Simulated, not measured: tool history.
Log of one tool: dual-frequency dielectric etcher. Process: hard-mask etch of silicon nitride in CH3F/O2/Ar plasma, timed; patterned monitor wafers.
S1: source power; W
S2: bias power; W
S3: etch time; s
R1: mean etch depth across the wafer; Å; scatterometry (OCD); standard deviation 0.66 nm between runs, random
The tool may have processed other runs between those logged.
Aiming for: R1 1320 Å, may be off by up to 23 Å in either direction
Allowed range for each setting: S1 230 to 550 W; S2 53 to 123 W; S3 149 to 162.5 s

run	hour	S1	S2	S3	R1
1	0	390	88	162.5	1262.1
2	6.1	400	88	162.5	1259.4
3	6.8	410	88	162.5	1274.5
4	9.5	420	88	162.5	1279.6
5	10.6	420	74	162.5	1232.1
6	12.2	430	75	162.5	1242
7	20.7	440	75	162.5	1253.9
8	27	450	75	162.5	1256.9
9	34.9	460	76	162.5	1269.8
10	41.5	460	76	162.5	1272
11	44.6	470	76	162.5	1280.8
12	46	470	76	162.5	1277.5
13	52.9	480	76	162.5	1283.7

Exactly one of the 5 candidate moves below puts every result within its allowed miss. Which one?
A	59.8	470	81	158	?
B	59.8	530	72	154.5	?
C	59.8	470	79	158	?
D	59.8	460	90	153.5	?
E	59.8	480	84	162.5	?

move	R1
A	1254.6
B	1238.1
C	1246.8
D	1244
E	1310.8
A: lands further from the targets than the last run did
B: lands further from the targets than the last run did
C: lands further from the targets than the last run did
D: lands further from the targets than the last run did
E: hits every target within its allowed miss
E meets every target.
